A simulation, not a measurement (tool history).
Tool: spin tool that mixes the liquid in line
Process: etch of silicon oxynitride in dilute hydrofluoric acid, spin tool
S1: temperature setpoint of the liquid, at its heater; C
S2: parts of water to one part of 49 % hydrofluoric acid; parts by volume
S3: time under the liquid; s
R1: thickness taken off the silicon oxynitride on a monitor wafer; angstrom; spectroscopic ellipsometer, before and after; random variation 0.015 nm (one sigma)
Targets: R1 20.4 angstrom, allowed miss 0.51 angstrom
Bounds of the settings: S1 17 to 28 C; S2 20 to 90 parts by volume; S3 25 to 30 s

run	hour	S1	S2	S3	R1
1	0	20	50	30	24.455
2	2.8	18	50	30	22.104
3	8.9	17.5	50	30	21.596
4	14.5	17	50	30	21.182
5	20.1	19.5	50	30	23.818
6	24.4	18	50	30	22.165
7	26.6	17.5	50	30	21.563
8	35.6	17	50	30	20.951
9	38.1	17	50	25	17.702
10	42.6	17.5	50	25	18.111
11	47.8	18	50	25	18.525
12	55.1	18.5	50	25	18.879
13	56.4	20.5	50	25	21.01

4 next moves are on the table. One of them brings every result within its allowed miss. Which?
A	57.7	19	45	25	?
B	57.7	21	55	25	?
C	57.7	17.5	55	30	?
D	57.7	23.5	60	25	?

move	R1
A	21.667
B	19.495
C	19.573
D	20.158
A: further off than the last run
B: takes the result that was furthest off past its target
C: takes the result that was furthest off past its target
D: meets every target
Move D is the one to make.
